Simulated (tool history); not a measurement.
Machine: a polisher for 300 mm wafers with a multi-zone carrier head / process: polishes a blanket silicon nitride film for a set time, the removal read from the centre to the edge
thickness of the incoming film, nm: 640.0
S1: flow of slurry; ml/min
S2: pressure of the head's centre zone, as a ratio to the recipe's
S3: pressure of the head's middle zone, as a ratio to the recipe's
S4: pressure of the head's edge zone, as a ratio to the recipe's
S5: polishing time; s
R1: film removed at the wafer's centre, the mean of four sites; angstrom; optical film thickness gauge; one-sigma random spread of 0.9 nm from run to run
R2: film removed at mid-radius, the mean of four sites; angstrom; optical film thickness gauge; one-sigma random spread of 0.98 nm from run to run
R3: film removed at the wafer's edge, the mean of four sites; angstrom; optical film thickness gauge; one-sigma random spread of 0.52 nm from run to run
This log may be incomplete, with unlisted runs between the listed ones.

run	hour	S1	S2	S3	S4	S5	R1	R2	R3
1	0	315	1	1	1	71	1206.2	1246	1222.6
2	5.5	310	0.99	0.99	0.97	63	1028.1	1057.1	1061
3	9.7	310	0.99	0.99	0.97	56	957.9	962.43	945.14
4	11	310	0.98	0.98	0.95	53	860.25	900.78	891.57
5	15.7	310	0.99	0.97	0.93	50	849.01	857.39	838.11
6	20.4	310	0.98	0.96	0.91	48	809.24	794.47	786.31
7	29.2	310	0.97	0.96	0.89	48	796.68	792.91	778.14

Run 8 has not been measured yet. What should we expect?
8	37.5	295	0.93	0.93	0.81	42	?	?	?

R1: 666.45 angstrom
R2: 678.22 angstrom
R3: 658.95 angstrom
